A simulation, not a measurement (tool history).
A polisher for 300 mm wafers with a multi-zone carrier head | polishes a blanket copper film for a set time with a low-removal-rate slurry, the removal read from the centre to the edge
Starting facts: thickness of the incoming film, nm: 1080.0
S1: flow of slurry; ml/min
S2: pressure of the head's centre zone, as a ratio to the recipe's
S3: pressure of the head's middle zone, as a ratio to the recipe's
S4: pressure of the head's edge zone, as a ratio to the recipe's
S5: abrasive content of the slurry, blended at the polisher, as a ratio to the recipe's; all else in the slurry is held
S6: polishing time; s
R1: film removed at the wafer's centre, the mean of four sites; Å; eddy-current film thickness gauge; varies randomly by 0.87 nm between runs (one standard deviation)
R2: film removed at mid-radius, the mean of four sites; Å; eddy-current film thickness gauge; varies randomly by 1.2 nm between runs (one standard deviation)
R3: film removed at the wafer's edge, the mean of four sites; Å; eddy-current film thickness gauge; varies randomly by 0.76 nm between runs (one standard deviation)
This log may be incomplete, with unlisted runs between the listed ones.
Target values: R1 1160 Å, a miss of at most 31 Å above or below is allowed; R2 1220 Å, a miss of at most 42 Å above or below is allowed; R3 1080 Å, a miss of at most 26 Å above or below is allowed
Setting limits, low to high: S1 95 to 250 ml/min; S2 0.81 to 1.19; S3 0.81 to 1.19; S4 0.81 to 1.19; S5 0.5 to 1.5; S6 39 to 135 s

| run | hour | S1 | S2 | S3 | S4 | S5 | S6 | R1 | R2 | R3 |
|---|---|---|---|---|---|---|---|---|---|---|
| 1 | 0 | 160 | 1 | 1 | 1 | 1 | 87 | 1488.7 | 1499.6 | 1466.5 |
| 2 | 5.9 | 160 | 1 | 1 | 1 | 1 | 74 | 1268.4 | 1237.1 | 1234.6 |
| 3 | 14.8 | 160 | 1 | 1 | 1.06 | 1 | 74 | 1274.7 | 1249.9 | 1265 |
| 4 | 22.9 | 200 | 1 | 1 | 1.06 | 1 | 74 | 1323.6 | 1299.3 | 1296.7 |
| 5 | 30.5 | 200 | 1 | 0.97 | 1.06 | 1 | 74 | 1300.6 | 1267.3 | 1298.1 |
| 6 | 35.5 | 200 | 1 | 0.97 | 1 | 1 | 74 | 1302.8 | 1287.5 | 1266.3 |
| 7 | 42.9 | 195 | 1 | 0.97 | 0.98 | 0.95 | 74 | 1308.6 | 1256.2 | 1243.8 |
| 8 | 49.9 | 190 | 0.99 | 0.98 | 0.96 | 0.95 | 74 | 1283.2 | 1265.9 | 1215.2 |
| 9 | 55.4 | 190 | 0.99 | 0.98 | 0.96 | 0.95 | 74 | 1266.4 | 1260.9 | 1228.1 |
| 10 | 62.3 | 185 | 0.99 | 0.99 | 0.94 | 0.95 | 74 | 1284.4 | 1252.6 | 1221.1 |
| 11 | 71.2 | 140 | 0.92 | 1.09 | 0.84 | 0.7 | 73 | 1072.8 | 1236.1 | 1053.5 |
| 12 | 77.5 | 145 | 0.93 | 1.08 | 0.84 | 0.7 | 73 | 1075.1 | 1238.2 | 1045.7 |
| 13 | 79.4 | 150 | 0.94 | 1.07 | 0.84 | 0.7 | 73 | 1098.6 | 1231 | 1065.6 |
| 14 | 79.9 | 150 | 0.95 | 1.07 | 0.84 | 0.7 | 73 | 1122.6 | 1242.6 | 1055.7 |
| 15 | 88.8 | 150 | 0.95 | 1.06 | 0.84 | 0.7 | 73 | 1104.3 | 1244.1 | 1067.8 |

Which one of the following 4 next-run settings gets every result inside its allowed miss? There is exactly one.
| A | 97.7 | 120 | 1.01 | 1.08 | 0.9 | 0.65 | 75 | ? | ? | ? |
| B | 97.7 | 135 | 0.99 | 1.13 | 0.81 | 0.75 | 71 | ? | ? | ? |
| C | 97.7 | 100 | 0.89 | 1.08 | 0.85 | 0.55 | 81 | ? | ? | ? |
| D | 97.7 | 100 | 0.91 | 1.04 | 0.81 | 0.5 | 82 | ? | ? | ? |

| move | R1 | R2 | R3 |
|---|---|---|---|
| A | 1150.2 | 1222.2 | 1072.8 |
| B | 1114.1 | 1252 | 1001.3 |
| C | 1028.4 | 1248.5 | 1079 |
| D | 1053 | 1210.7 | 1058.4 |
A: every result within its allowed miss
B: lands further from the targets than the last run did
C: lands further from the targets than the last run did
D: lands further from the targets than the last run did
Correct choice: A, which meets every target

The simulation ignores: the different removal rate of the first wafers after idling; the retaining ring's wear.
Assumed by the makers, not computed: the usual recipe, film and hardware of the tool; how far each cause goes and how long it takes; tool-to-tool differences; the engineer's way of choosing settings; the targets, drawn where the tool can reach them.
